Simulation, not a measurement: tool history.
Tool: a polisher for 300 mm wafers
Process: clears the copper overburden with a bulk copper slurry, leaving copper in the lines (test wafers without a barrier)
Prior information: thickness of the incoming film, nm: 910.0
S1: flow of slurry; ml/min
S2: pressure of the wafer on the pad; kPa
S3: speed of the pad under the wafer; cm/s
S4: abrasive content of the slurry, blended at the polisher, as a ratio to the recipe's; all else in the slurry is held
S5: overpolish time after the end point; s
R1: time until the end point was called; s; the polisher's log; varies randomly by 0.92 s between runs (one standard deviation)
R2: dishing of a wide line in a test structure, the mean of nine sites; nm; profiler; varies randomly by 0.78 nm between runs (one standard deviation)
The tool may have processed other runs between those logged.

run    day   S1    S2   S3    S4  S5       R1      R2
  1  0.000  275  22.8   92  1.00  23   80.136  51.334
  2  0.296  275  22.8   92  0.90  23   84.687  53.048
  3  0.479  275  20.0   94  1.10  18   87.123  48.393
  4  0.558  275  18.6   98  1.20  15   88.074  46.400
  5  0.638  220  18.6   98  1.20  15   90.595  46.633
  6  0.783  220  14.5   98  1.20  15  115.750  40.173
  7  0.821  205  14.5  112  1.10  13  104.260  41.292

Forecast run 8:
  8  1.083  280  15.2  112  1.35   7   ?   ?

Logged for run 8: R1 93.611 s, R2 31.935 nm.
